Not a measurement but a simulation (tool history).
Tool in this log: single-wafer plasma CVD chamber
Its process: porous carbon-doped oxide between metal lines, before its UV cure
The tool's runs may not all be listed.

| run | day | heater temperature setpoint (deg C) | RF power (W) | deposition time (s) | mean film thickness on the monitor wafer (nm) |
|---|---|---|---|---|---|
| 1 | 0 | 315 | 455 | 14.2 | 62.138 |
| 2 | 0.321 | 318 | 445 | 14.2 | 60.396 |
| 3 | 0.529 | 322 | 445 | 14.2 | 59.261 |
| 4 | 0.788 | 322 | 445 | 13.5 | 56.28 |
| 5 | 1.096 | 322 | 445 | 14.2 | 59.156 |
| 6 | 1.212 | 324 | 435 | 14.2 | 57.39 |
| 7 | 1.504 | 326 | 430 | 14.2 | 56.926 |
| 8 | 1.712 | 328 | 420 | 14.2 | 55.371 |

Run 9, settings as shown, results not yet in. Your forecast:
| 9 | 1.912 | 329 | 415 | 14.2 | ? |

For run 9 the tool returned mean film thickness on the monitor wafer (nm) 54.645.
